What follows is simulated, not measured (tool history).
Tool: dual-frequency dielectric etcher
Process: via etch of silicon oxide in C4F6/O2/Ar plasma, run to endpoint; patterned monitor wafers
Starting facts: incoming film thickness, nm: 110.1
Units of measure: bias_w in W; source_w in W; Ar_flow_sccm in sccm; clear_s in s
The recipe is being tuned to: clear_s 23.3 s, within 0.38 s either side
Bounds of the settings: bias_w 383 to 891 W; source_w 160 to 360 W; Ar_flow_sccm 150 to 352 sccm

run,hour,bias_w,source_w,Ar_flow_sccm,clear_s
1,0,637,260,251,27.858
2,6,685,270,250,27.097
3,7.6,722,280,246,25.85
4,11.8,753,280,246,25.66
5,18.5,753,280,224,25.159
6,20.1,753,300,224,24.828
7,22,773,300,224,24.338
8,29.6,787,300,224,24.33
9,32.5,801,300,224,23.955

Exactly one of the 4 candidate moves below puts every result within its allowed miss. Which one?
A,35.4,856,310,161,?
B,35.4,800,290,194,?
C,35.4,844,310,238,?
D,35.4,720,310,192,?

move,clear_s
A,22.333
B,23.989
C,23.503
D,24.526
A: carries the result that was furthest off beyond its target, to the other side
B: its largest miss is bigger than the last run's
C: all results land within tolerance of their targets
D: its largest miss is bigger than the last run's
Move C is the one to make.
